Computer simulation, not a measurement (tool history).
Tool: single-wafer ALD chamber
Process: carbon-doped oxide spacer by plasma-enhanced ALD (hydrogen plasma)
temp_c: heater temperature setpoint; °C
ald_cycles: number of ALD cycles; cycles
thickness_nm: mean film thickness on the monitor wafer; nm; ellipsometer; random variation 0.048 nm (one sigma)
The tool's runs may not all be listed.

{"run": 1, "hour": 0.0, "temp_c": 400, "ald_cycles": 472, "thickness_nm": 22.907}
{"run": 2, "hour": 5.1, "temp_c": 390, "ald_cycles": 472, "thickness_nm": 22.928}
{"run": 3, "hour": 9.0, "temp_c": 390, "ald_cycles": 459, "thickness_nm": 22.313}
{"run": 4, "hour": 18.4, "temp_c": 390, "ald_cycles": 448, "thickness_nm": 21.646}
{"run": 5, "hour": 24.5, "temp_c": 395, "ald_cycles": 448, "thickness_nm": 21.751}
{"run": 6, "hour": 30.8, "temp_c": 395, "ald_cycles": 438, "thickness_nm": 21.304}
{"run": 7, "hour": 35.1, "temp_c": 395, "ald_cycles": 429, "thickness_nm": 20.777}

Forecast run 8:
{"run": 8, "hour": 38.6, "temp_c": 395, "ald_cycles": 422, "thickness_nm": "?"}

Run 8 gave thickness_nm 20.527 nm.
